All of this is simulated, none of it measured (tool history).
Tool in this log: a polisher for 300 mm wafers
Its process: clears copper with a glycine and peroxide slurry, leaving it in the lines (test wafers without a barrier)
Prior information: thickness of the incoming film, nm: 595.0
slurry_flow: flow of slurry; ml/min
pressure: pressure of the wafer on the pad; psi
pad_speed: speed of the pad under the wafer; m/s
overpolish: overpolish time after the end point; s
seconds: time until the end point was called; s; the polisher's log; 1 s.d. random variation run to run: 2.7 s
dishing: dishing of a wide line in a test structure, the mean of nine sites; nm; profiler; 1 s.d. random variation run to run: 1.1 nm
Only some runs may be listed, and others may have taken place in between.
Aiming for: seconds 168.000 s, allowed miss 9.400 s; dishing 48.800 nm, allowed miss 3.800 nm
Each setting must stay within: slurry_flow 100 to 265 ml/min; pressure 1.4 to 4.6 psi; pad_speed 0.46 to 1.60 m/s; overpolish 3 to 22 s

run  hour  slurry_flow  pressure  pad_speed  overpolish  seconds  dishing
  1   0.0          170       3.0       1.02          11   98.362   45.894
  2   5.4          170       2.7       1.02          11  108.620   43.526
  3  11.7          150       2.7       1.02          11  107.530   40.282
  4  13.2          150       2.7       1.02           7  107.900   27.970
  5  20.5          150       3.1       1.02           7   99.307   30.938
  6  23.8          150       2.7       0.96          10  111.590   37.122
  7  32.0          140       1.9       0.74          16  170.570   39.413
  8  40.7          140       1.9       0.74          17  176.910   41.292
  9  47.9          140       1.9       0.74          17  172.860   41.219
 10  56.3          140       1.9       0.74          17  167.660   40.411
 11  60.3          140       1.9       0.74          18  174.580   43.750

4 next moves are on the table. One of them brings every result within its allowed miss. Which?
  A  64.3          140       1.9       0.78          15        ?        ?
  B  64.3          165       2.4       0.62          15        ?        ?
  C  64.3          140       1.5       0.96          16        ?        ?
  D  64.3          100       1.6       0.92          21        ?        ?

move  seconds  dishing
   A  160.910   37.039
   B  160.380   37.453
   C  159.420   39.219
   D  165.910   48.194
A: lands further from the targets than the last run did
B: lands further from the targets than the last run did
C: lands further from the targets than the last run did
D: every result lands within tolerance
D is the move that brings every result within its allowed miss.
